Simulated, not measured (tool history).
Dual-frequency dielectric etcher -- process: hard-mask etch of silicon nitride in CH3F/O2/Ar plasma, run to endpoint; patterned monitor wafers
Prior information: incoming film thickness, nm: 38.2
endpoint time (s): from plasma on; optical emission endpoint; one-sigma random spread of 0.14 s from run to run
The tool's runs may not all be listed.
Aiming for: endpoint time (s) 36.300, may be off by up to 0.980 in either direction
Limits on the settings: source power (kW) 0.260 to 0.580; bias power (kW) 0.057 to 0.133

run,hour,source power (kW),bias power (kW),endpoint time (s)
1,0.0,0.420,0.095,43.013
2,1.3,0.460,0.095,41.157
3,2.9,0.470,0.096,40.653
4,5.9,0.480,0.097,39.597
5,9.2,0.480,0.114,38.174
6,15.4,0.480,0.099,39.865
7,21.4,0.490,0.100,39.350
8,25.6,0.500,0.101,38.776

4 candidate next runs follow, results not yet known. Just one meets every target within its allowed miss. Identify it.
A,29.8,0.540,0.110,?
B,29.8,0.470,0.091,?
C,29.8,0.560,0.133,?
D,29.8,0.580,0.124,?

move,endpoint time (s)
A,36.282
B,41.003
C,33.740
D,33.858
A: meets every target
B: its largest miss is bigger than the last run's
C: pushes the last run's worst result past its target
D: pushes the last run's worst result past its target
Answer: A
